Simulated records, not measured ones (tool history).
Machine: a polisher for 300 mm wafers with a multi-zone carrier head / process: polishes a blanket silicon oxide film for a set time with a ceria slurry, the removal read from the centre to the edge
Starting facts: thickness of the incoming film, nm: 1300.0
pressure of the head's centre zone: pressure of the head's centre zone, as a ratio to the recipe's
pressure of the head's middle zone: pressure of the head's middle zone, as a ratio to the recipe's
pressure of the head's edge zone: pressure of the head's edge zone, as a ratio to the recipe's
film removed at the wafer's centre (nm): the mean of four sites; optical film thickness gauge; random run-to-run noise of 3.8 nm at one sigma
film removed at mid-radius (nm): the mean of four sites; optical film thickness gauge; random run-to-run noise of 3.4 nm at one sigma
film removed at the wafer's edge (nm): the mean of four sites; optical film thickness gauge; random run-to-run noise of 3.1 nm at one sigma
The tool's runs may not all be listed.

| run | hour | flow of slurry (ml/min) | pressure of the head's centre zone | pressure of the head's middle zone | pressure of the head's edge zone | polishing time (s) | film removed at the wafer's centre (nm) | film removed at mid-radius (nm) | film removed at the wafer's edge (nm) |
|---|---|---|---|---|---|---|---|---|---|
| 1 | 0.0 | 260 | 1.00 | 1.00 | 1.00 | 86 | 241.51 | 231.71 | 235.96 |
| 2 | 0.6 | 260 | 1.00 | 1.00 | 0.92 | 86 | 245.75 | 232.81 | 221.84 |
| 3 | 2.2 | 265 | 1.02 | 1.04 | 0.94 | 88 | 254.10 | 248.48 | 226.75 |
| 4 | 7.0 | 270 | 1.03 | 1.06 | 0.96 | 90 | 264.44 | 253.74 | 241.85 |
| 5 | 13.3 | 270 | 1.03 | 1.14 | 0.96 | 90 | 265.05 | 257.75 | 237.00 |
| 6 | 17.1 | 270 | 1.07 | 1.14 | 0.96 | 90 | 270.45 | 259.66 | 235.01 |
| 7 | 24.3 | 275 | 1.05 | 1.15 | 0.96 | 92 | 273.01 | 268.32 | 246.24 |
| 8 | 25.0 | 285 | 1.04 | 1.16 | 0.95 | 93 | 282.84 | 274.36 | 243.65 |

For run 9, what comes out?
| 9 | 28.6 | 285 | 1.02 | 1.17 | 0.95 | 94 | ? | ? | ? |

film removed at the wafer's centre (nm): 269.80
film removed at mid-radius (nm): 287.02
film removed at the wafer's edge (nm): 250.63

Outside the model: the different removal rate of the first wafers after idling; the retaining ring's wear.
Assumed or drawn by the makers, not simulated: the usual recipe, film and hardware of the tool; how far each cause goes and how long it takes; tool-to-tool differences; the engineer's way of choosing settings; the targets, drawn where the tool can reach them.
